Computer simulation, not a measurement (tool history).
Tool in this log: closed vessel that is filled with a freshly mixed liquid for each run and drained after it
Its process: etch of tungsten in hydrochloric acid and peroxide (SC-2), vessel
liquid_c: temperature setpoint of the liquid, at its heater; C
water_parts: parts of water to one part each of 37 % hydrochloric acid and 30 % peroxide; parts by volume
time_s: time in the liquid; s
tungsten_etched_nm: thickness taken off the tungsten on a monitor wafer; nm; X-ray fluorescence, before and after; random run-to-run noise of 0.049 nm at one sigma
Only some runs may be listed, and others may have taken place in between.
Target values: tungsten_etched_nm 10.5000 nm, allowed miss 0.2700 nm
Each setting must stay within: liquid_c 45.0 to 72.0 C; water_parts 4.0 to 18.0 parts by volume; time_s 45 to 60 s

run 1 day=0.000 | liquid_c=61.0 water_parts=10.0 time_s=60 | tungsten_etched_nm=29.3300
run 2 day=0.142 | liquid_c=61.0 water_parts=12.0 time_s=60 | tungsten_etched_nm=25.2470
run 3 day=0.258 | liquid_c=61.0 water_parts=14.5 time_s=60 | tungsten_etched_nm=21.3920
run 4 day=0.600 | liquid_c=58.5 water_parts=14.5 time_s=60 | tungsten_etched_nm=18.2350
run 5 day=0.688 | liquid_c=56.5 water_parts=14.5 time_s=60 | tungsten_etched_nm=16.2370
run 6 day=0.858 | liquid_c=55.0 water_parts=14.5 time_s=60 | tungsten_etched_nm=14.6100
run 7 day=1.108 | liquid_c=54.0 water_parts=14.5 time_s=60 | tungsten_etched_nm=13.8140
run 8 day=1.371 | liquid_c=53.0 water_parts=14.5 time_s=60 | tungsten_etched_nm=12.9260
run 9 day=1.704 | liquid_c=53.0 water_parts=14.5 time_s=60 | tungsten_etched_nm=12.9210
run 10 day=2.000 | liquid_c=52.5 water_parts=14.5 time_s=60 | tungsten_etched_nm=12.4980
run 11 day=2.308 | liquid_c=52.0 water_parts=14.5 time_s=60 | tungsten_etched_nm=12.1670
run 12 day=2.612 | liquid_c=49.0 water_parts=14.5 time_s=60 | tungsten_etched_nm=9.8591

Of the 5 settings listed for the next run, only one would bring every result within its allowed miss of target. Which one?
run A day=2.917 | liquid_c=50.5 water_parts=12.5 time_s=45 | tungsten_etched_nm=?
run B day=2.917 | liquid_c=48.5 water_parts=15.5 time_s=60 | tungsten_etched_nm=?
run C day=2.917 | liquid_c=48.5 water_parts=15.0 time_s=60 | tungsten_etched_nm=?
run D day=2.917 | liquid_c=47.5 water_parts=14.0 time_s=60 | tungsten_etched_nm=?
run E day=2.917 | liquid_c=47.5 water_parts=11.0 time_s=55 | tungsten_etched_nm=?

move=A tungsten_etched_nm=9.3290
move=B tungsten_etched_nm=9.0159
move=C tungsten_etched_nm=9.2810
move=D tungsten_etched_nm=9.2174
move=E tungsten_etched_nm=10.3990
A: lands further from the targets than the last run did
B: lands further from the targets than the last run did
C: lands further from the targets than the last run did
D: lands further from the targets than the last run did
E: all results land within tolerance of their targets
E is the move that brings every result within its allowed miss.
